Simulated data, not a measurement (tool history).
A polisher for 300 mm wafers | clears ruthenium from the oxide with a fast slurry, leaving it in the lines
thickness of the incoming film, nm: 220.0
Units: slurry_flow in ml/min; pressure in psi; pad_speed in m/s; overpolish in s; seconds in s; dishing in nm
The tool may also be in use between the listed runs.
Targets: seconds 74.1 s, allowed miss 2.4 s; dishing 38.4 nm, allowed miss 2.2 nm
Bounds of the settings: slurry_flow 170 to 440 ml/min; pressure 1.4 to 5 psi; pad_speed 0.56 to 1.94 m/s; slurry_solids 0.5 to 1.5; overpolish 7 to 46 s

run	hour	slurry_flow	pressure	pad_speed	slurry_solids	overpolish	seconds	dishing
1	0	280	3.2	1.24	1	24	47.814	66.657
2	0.7	280	2.6	1.24	1	24	57.188	57.047
3	3.4	280	2.3	1.24	1	22	63.812	50.881
4	4.1	280	2.2	1.24	1	20	65.997	45.816
5	8.3	280	2.1	1.24	1	19	69.883	44.263
6	15.1	280	2.1	1.24	1	26	68.192	57.455
7	17.7	280	2	1.24	1	23	72.633	50.786
8	24.1	285	2.1	1.24	1	12	67.648	32.121
9	25.5	280	2	1.24	1	14	70.207	33.759
10	28.5	280	2	1.24	1	14	72.135	34.211
11	30.1	275	2	1.24	1	15	70.567	36.486

4 next moves are on the table. One of them brings every result within its allowed miss. Which?
A	31.7	215	1.7	1.74	0.8	13	?	?
B	31.7	240	1.7	1.32	0.95	18	?	?
C	31.7	260	2	1.06	1.25	15	?	?
D	31.7	310	2.1	1.06	1.1	17	?	?

move	seconds	dishing
A	68.14	33.11
B	79.418	37.999
C	74.698	34.514
D	75.073	37.973
A: further off than the last run
B: takes the result that was furthest off past its target
C: brings the result that was furthest off to its target, and leaves another outside
D: meets every target
The right move is D.
